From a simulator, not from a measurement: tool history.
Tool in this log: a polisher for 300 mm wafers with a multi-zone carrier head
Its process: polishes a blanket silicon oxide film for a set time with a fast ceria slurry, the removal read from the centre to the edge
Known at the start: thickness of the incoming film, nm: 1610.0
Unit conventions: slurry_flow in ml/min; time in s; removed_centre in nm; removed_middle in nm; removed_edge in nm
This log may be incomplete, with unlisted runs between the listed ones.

run  hour  slurry_flow  centre_zone  middle_zone  edge_zone  time  removed_centre  removed_middle  removed_edge
  1     0          235            1            1          1    61          462.74          481.62        482.21
  2   1.5          225         0.96         0.96       0.98    59          444.02          451.85        462.79
  3   5.6          225         0.96         0.96       0.98    48          356.42          364.36        379.61
  4  11.2          225         0.96         0.89       0.98    48          353.91          343.71        376.63
  5    18          225         0.96         0.89       0.98    58          422.67             417        455.04
  6  23.1          220         0.93         0.88       0.97    57          402.94          403.77        436.05
  7    27          215         0.91         0.86       0.97    57          395.54          402.55        436.99
  8  27.8          210          0.9         0.85       0.97    56          386.49          383.51         424.8
  9  33.9          205         0.88         0.85       0.97    56          384.42          390.28         423.4

Run 10, settings as shown, results not yet in. Your forecast:
 10  36.3          205         0.88         0.85       0.97    56               ?               ?             ?

{"run 10": {"removed_centre": 378.59, "removed_middle": 382.89, "removed_edge": 429.34}}

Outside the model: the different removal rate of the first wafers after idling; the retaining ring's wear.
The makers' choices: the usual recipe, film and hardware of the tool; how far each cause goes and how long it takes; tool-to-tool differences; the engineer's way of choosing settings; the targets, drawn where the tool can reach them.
